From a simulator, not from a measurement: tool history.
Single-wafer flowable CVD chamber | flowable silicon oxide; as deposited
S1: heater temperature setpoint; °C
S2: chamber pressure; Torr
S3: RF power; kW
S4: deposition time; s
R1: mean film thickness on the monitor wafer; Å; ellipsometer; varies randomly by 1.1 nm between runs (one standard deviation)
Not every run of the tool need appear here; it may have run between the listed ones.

| run | hour | S1 | S2 | S3 | S4 | R1 |
|---|---|---|---|---|---|---|
| 1 | 0.0 | 105 | 0.652 | 2.115 | 714 | 3159.4 |
| 2 | 1.5 | 106 | 0.652 | 2.115 | 714 | 3044.8 |
| 3 | 9.8 | 106 | 0.652 | 2.235 | 714 | 3093.5 |
| 4 | 10.6 | 107 | 0.652 | 2.235 | 714 | 2977.6 |
|  | 14.6 | thermocouple changed; heater temperature recalibrated |
| 5 | 14.6 | 107 | 0.652 | 2.435 | 714 | 2525.7 |
| 6 | 23.8 | 96 | 0.652 | 2.435 | 714 | 3861.1 |
| 7 | 32.9 | 98 | 0.652 | 2.435 | 714 | 3517.7 |
| 8 | 38.0 | 100 | 0.652 | 2.435 | 714 | 3304.0 |

What does the tool deliver on the next run?
| 9 | 45.4 | 112 | 0.650 | 2.435 | 714 | ? |

Run 9 produced R1 2085.8 Å.
